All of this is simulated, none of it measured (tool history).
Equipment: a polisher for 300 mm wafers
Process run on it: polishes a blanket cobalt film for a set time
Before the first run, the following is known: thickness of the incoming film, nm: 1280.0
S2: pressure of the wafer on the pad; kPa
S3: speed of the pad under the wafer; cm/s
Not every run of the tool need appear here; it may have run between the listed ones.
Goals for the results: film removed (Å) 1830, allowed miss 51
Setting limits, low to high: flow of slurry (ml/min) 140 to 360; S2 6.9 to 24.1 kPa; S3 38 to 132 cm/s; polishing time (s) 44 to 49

run 1 hour=0 | flow_of_slurry_(ml/min)=230 S2=15.2 S3=84 polishing_time_(s)=49 | film_removed_(Å)=2308.2
run 2 hour=5.6 | flow_of_slurry_(ml/min)=255 S2=15.2 S3=84 polishing_time_(s)=49 | film_removed_(Å)=2326.1
run 3 hour=7.8 | flow_of_slurry_(ml/min)=255 S2=16.5 S3=84 polishing_time_(s)=49 | film_removed_(Å)=2472.9
run 4 hour=14.6 | flow_of_slurry_(ml/min)=255 S2=14.5 S3=84 polishing_time_(s)=49 | film_removed_(Å)=2266.6
run 5 hour=18 | flow_of_slurry_(ml/min)=250 S2=13.1 S3=84 polishing_time_(s)=49 | film_removed_(Å)=2050.1
run 6 hour=23.1 | flow_of_slurry_(ml/min)=250 S2=9 S3=84 polishing_time_(s)=49 | film_removed_(Å)=1545.1
run 7 hour=24.3 | flow_of_slurry_(ml/min)=255 S2=9.7 S3=84 polishing_time_(s)=49 | film_removed_(Å)=1629.6
run 8 hour=33.3 | flow_of_slurry_(ml/min)=260 S2=10.3 S3=84 polishing_time_(s)=49 | film_removed_(Å)=1743.1
run 9 hour=41.8 | flow_of_slurry_(ml/min)=270 S2=10.3 S3=84 polishing_time_(s)=49 | film_removed_(Å)=1723
run 10 hour=43.8 | flow_of_slurry_(ml/min)=275 S2=10.3 S3=84 polishing_time_(s)=49 | film_removed_(Å)=1729.2
run 11 hour=47.9 | flow_of_slurry_(ml/min)=280 S2=10.3 S3=84 polishing_time_(s)=49 | film_removed_(Å)=1739.8

Which of these 4 next moves meets every target?
run A hour=52 | flow_of_slurry_(ml/min)=280 S2=11 S3=86 polishing_time_(s)=46 | film_removed_(Å)=?
run B hour=52 | flow_of_slurry_(ml/min)=300 S2=13.1 S3=74 polishing_time_(s)=45 | film_removed_(Å)=?
run C hour=52 | flow_of_slurry_(ml/min)=310 S2=9.7 S3=94 polishing_time_(s)=45 | film_removed_(Å)=?
run D hour=52 | flow_of_slurry_(ml/min)=260 S2=13.8 S3=78 polishing_time_(s)=45 | film_removed_(Å)=?

move=A film_removed_(Å)=1736.7
move=B film_removed_(Å)=1688.2
move=C film_removed_(Å)=1694
move=D film_removed_(Å)=1822.8
A: no better and no worse than the last run
B: lands further from the targets than the last run did
C: lands further from the targets than the last run did
D: hits every target within its allowed miss
Correct choice: D, which meets every target
